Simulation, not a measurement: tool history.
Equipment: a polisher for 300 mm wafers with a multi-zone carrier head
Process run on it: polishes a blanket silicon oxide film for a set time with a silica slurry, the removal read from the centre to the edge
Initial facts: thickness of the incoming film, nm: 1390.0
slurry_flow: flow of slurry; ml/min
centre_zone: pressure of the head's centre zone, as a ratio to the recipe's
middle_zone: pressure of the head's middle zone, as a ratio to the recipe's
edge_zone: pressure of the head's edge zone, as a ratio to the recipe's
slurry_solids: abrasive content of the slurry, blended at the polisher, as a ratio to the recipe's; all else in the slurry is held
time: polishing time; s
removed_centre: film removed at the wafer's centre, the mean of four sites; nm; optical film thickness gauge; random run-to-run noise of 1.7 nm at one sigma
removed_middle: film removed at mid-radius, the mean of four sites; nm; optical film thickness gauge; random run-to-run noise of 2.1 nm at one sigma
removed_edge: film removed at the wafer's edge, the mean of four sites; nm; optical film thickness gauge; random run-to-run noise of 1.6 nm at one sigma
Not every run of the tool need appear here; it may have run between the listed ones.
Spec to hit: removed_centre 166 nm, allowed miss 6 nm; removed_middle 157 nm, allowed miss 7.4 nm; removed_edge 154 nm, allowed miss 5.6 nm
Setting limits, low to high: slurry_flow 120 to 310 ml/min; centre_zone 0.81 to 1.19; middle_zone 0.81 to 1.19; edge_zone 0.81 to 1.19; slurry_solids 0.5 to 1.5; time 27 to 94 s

run 1 hour=0 | slurry_flow=200 centre_zone=1 middle_zone=1 edge_zone=1 slurry_solids=1 time=60 | removed_centre=271.23 removed_middle=275.25 removed_edge=278.21
run 2 hour=8.6 | slurry_flow=200 centre_zone=1.01 middle_zone=0.99 edge_zone=0.96 slurry_solids=0.85 time=54 | removed_centre=234.98 removed_middle=229.68 removed_edge=228.46
run 3 hour=12.8 | slurry_flow=200 centre_zone=1 middle_zone=0.98 edge_zone=0.93 slurry_solids=0.75 time=51 | removed_centre=209.44 removed_middle=203.86 removed_edge=202.67
run 4 hour=17.3 | slurry_flow=200 centre_zone=1 middle_zone=0.98 edge_zone=0.99 slurry_solids=0.75 time=51 | removed_centre=206.64 removed_middle=205.38 removed_edge=208.3
run 5 hour=19.3 | slurry_flow=200 centre_zone=1 middle_zone=0.98 edge_zone=0.99 slurry_solids=0.75 time=41 | removed_centre=164.44 removed_middle=163.52 removed_edge=167.57
run 6 hour=22.5 | slurry_flow=200 centre_zone=1 middle_zone=0.98 edge_zone=1.05 slurry_solids=0.75 time=41 | removed_centre=163.43 removed_middle=163 removed_edge=173.07
run 7 hour=27 | slurry_flow=195 centre_zone=1.01 middle_zone=0.98 edge_zone=1.02 slurry_solids=0.7 time=41 | removed_centre=160.21 removed_middle=158.74 removed_edge=164.5
run 8 hour=30.1 | slurry_flow=195 centre_zone=1.03 middle_zone=0.99 edge_zone=1 slurry_solids=0.7 time=41 | removed_centre=166.26 removed_middle=161.33 removed_edge=161.18
run 9 hour=38.9 | slurry_flow=190 centre_zone=1.04 middle_zone=0.99 edge_zone=1 slurry_solids=0.7 time=41 | removed_centre=168.28 removed_middle=158.58 removed_edge=162.36

Next run, 5 choices. One meets every target within its allowed miss, the rest don't. Which?
run A hour=47.7 | slurry_flow=130 centre_zone=1.05 middle_zone=1.12 edge_zone=0.88 slurry_solids=0.55 time=48 | removed_centre=? removed_middle=? removed_edge=?
run B hour=47.7 | slurry_flow=230 centre_zone=1 middle_zone=0.95 edge_zone=1.05 slurry_solids=0.75 time=41 | removed_centre=? removed_middle=? removed_edge=?
run C hour=47.7 | slurry_flow=200 centre_zone=1.05 middle_zone=0.92 edge_zone=1.07 slurry_solids=0.6 time=39 | removed_centre=? removed_middle=? removed_edge=?
run D hour=47.7 | slurry_flow=160 centre_zone=0.93 middle_zone=0.87 edge_zone=1.12 slurry_solids=0.75 time=43 | removed_centre=? removed_middle=? removed_edge=?
run E hour=47.7 | slurry_flow=120 centre_zone=1.15 middle_zone=1.12 edge_zone=1.08 slurry_solids=0.9 time=37 | removed_centre=? removed_middle=? removed_edge=?

move=A removed_centre=166.28 removed_middle=174.83 removed_edge=159.38
move=B removed_centre=169.93 removed_middle=161.16 removed_edge=178.74
move=C removed_centre=153.44 removed_middle=135.19 removed_edge=156.36
move=D removed_centre=154.84 removed_middle=148.06 removed_edge=185.55
move=E removed_centre=162.88 removed_middle=156.64 removed_edge=158.63
A: puts the biggest miss on target and leaves a different result outside tolerance
B: its largest miss is bigger than the last run's
C: puts the biggest miss on target and leaves a different result outside tolerance
D: its largest miss is bigger than the last run's
E: every result within its allowed miss
The move that meets every target is E.
